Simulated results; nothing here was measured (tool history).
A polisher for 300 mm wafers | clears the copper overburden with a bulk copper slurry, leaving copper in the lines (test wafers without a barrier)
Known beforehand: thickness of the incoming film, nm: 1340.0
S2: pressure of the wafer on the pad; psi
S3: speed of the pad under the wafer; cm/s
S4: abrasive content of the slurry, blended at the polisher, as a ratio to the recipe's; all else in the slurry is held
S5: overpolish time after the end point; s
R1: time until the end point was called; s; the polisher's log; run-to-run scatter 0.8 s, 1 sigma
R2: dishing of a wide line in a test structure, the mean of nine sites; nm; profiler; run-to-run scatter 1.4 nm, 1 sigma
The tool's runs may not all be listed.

{"run": 1, "hour": 0.0, "flow of slurry (ml/min)": 280, "S2": 3.1, "S3": 114, "S4": 1, "S5": 18, "R1": 137.85, "R2": 98.826}
{"run": 2, "hour": 0.6, "flow of slurry (ml/min)": 280, "S2": 3.3, "S3": 118, "S4": 1, "S5": 15, "R1": 128.7, "R2": 99.351}
{"run": 3, "hour": 1.9, "flow of slurry (ml/min)": 280, "S2": 3.3, "S3": 118, "S4": 1.1, "S5": 15, "R1": 126.45, "R2": 97.607}
{"run": 4, "hour": 10.4, "flow of slurry (ml/min)": 305, "S2": 3.3, "S3": 126, "S4": 1.2, "S5": 13, "R1": 115.5, "R2": 94.74}
{"run": 5, "hour": 18.9, "flow of slurry (ml/min)": 270, "S2": 3.3, "S3": 126, "S4": 1.2, "S5": 13, "R1": 115.12, "R2": 90.403}
{"run": 6, "hour": 27.5, "flow of slurry (ml/min)": 250, "S2": 3.4, "S3": 128, "S4": 1.25, "S5": 11, "R1": 112.95, "R2": 87.183}
{"run": 7, "hour": 31.4, "flow of slurry (ml/min)": 230, "S2": 3.4, "S3": 134, "S4": 1.3, "S5": 10, "R1": 107.16, "R2": 83.918}
{"run": 8, "hour": 34.9, "flow of slurry (ml/min)": 215, "S2": 3.4, "S3": 136, "S4": 1.35, "S5": 9, "R1": 106.79, "R2": 75.667}
{"run": 9, "hour": 41.6, "flow of slurry (ml/min)": 215, "S2": 3.5, "S3": 138, "S4": 1.35, "S5": 8, "R1": 103.78, "R2": 69.5}
{"run": 10, "hour": 43.9, "flow of slurry (ml/min)": 230, "S2": 3.6, "S3": 138, "S4": 1.35, "S5": 8, "R1": 101.22, "R2": 75.896}
{"run": 11, "hour": 44.8, "flow of slurry (ml/min)": 230, "S2": 3.7, "S3": 138, "S4": 1.35, "S5": 7, "R1": 99.009, "R2": 66.615}
{"run": 12, "hour": 53.0, "flow of slurry (ml/min)": 240, "S2": 4, "S3": 138, "S4": 1.35, "S5": 8, "R1": 91.751, "R2": 77.991}
{"run": 13, "hour": 57.2, "flow of slurry (ml/min)": 240, "S2": 4, "S3": 140, "S4": 1.35, "S5": 5, "R1": 91.988, "R2": 54.31}
{"run": 14, "hour": 61.2, "flow of slurry (ml/min)": 240, "S2": 4, "S3": 140, "S4": 1.4, "S5": 5, "R1": 91.564, "R2": 54.802}
{"run": 15, "hour": 63.7, "flow of slurry (ml/min)": 230, "S2": 4, "S3": 140, "S4": 1.4, "S5": 5, "R1": 91.202, "R2": 55.283}

Forecast run 16:
{"run": 16, "hour": 67.7, "flow of slurry (ml/min)": 225, "S2": 4, "S3": 142, "S4": 1.4, "S5": 6, "R1": "?", "R2": "?"}

Run 16 gave R1 90.606 s, R2 63.342 nm.
